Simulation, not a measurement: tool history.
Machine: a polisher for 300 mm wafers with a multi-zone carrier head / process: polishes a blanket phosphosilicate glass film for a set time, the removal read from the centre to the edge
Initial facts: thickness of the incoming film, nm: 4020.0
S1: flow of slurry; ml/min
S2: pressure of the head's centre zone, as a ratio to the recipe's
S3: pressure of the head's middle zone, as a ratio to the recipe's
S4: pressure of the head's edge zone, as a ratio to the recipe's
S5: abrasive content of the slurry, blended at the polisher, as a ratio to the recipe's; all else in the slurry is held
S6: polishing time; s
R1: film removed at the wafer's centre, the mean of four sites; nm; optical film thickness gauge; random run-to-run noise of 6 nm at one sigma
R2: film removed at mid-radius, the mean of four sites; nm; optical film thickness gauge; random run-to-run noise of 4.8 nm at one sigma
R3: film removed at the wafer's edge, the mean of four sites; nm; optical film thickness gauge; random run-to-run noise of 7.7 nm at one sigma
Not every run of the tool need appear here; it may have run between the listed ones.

| run | day | S1 | S2 | S3 | S4 | S5 | S6 | R1 | R2 | R3 |
|---|---|---|---|---|---|---|---|---|---|---|
| 1 | 0.000 | 235 | 1.00 | 1.00 | 1.00 | 1.00 | 75 | 898.53 | 906.41 | 908.31 |
| 2 | 0.283 | 235 | 0.99 | 0.99 | 0.99 | 0.95 | 73 | 836.75 | 864.58 | 854.74 |
| 3 | 0.567 | 260 | 0.99 | 0.99 | 0.99 | 0.95 | 73 | 840.27 | 867.67 | 844.66 |
| 4 | 0.733 | 260 | 0.99 | 0.99 | 0.93 | 0.95 | 73 | 858.12 | 881.54 | 836.82 |
| 5 | 0.871 | 260 | 0.98 | 0.98 | 0.93 | 0.90 | 71 | 783.71 | 821.25 | 779.47 |
| 6 | 1.146 | 260 | 0.98 | 0.98 | 0.89 | 0.90 | 71 | 781.60 | 837.80 | 764.58 |
| 7 | 1.329 | 260 | 0.98 | 0.96 | 0.89 | 0.85 | 70 | 746.61 | 779.82 | 734.06 |
| 8 | 1.521 | 260 | 0.97 | 0.94 | 0.88 | 0.80 | 70 | 722.12 | 738.21 | 692.80 |
| 9 | 1.846 | 255 | 0.95 | 0.92 | 0.88 | 0.80 | 70 | 698.70 | 730.53 | 694.54 |
| 10 | 1.992 | 225 | 0.90 | 0.82 | 0.85 | 0.55 | 65 | 464.43 | 471.33 | 481.55 |

Run 11 comes next. What will it give?
| 11 | 2.025 | 235 | 0.90 | 0.83 | 0.86 | 0.55 | 65 | ? | ? | ? |

{"run 11": {"R1": 462.43, "R2": 471.32, "R3": 483.2}}

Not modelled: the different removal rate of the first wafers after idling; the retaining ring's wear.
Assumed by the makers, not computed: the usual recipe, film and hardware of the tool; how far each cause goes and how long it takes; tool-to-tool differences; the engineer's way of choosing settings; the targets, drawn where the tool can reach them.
